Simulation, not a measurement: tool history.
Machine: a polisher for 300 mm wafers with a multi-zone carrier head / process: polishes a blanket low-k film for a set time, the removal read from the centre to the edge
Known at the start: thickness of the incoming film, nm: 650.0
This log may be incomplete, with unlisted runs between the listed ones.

run,hour,flow of slurry (ml/min),pressure of the head's centre zone,pressure of the head's middle zone,pressure of the head's edge zone,abrasive content of the slurry,polishing time (s),film removed at the wafer's centre (Å),film removed at mid-radius (Å),film removed at the wafer's edge (Å)
1,0,240,1,1,1,1,47,242.92,234.54,226.65
2,7.1,240,1,1,1.05,1,47,249.32,233.71,226.5
3,14,195,1,1,1.05,1,47,232.86,222.5,230.96
4,16.7,200,0.97,0.99,1.04,0.9,46,214.69,208.39,210.39
5,24.7,200,0.97,0.99,1.04,0.95,46,212.98,216.57,218.68
6,28.8,200,0.95,0.98,1.04,0.9,45,204.94,201.58,206.38
# hour 30.5: centre zone pressure recalibrated
7,30.5,195,0.93,0.98,1.03,0.85,44,177.33,188.89,195.9
8,39.1,205,0.92,0.97,1.02,0.8,44,168.31,182.56,190.96
9,47.6,215,0.92,0.97,1.01,0.75,43,159.72,172.36,174.26
10,53.9,220,0.92,0.96,0.99,0.75,43,158.75,172.02,177.54
11,60.6,225,0.92,0.96,0.98,0.7,43,151.71,165.23,168.95
12,67.5,230,0.92,0.95,0.97,0.7,43,153.5,165.13,163.53

Estimate the outcome of run 13 from the log above:
13,75.5,230,0.91,0.93,0.96,0.7,43,?,?,?

{"run 13": {"film removed at the wafer's centre (Å)": 156.81, "film removed at mid-radius (Å)": 157.65, "film removed at the wafer's edge (Å)": 165.32}}
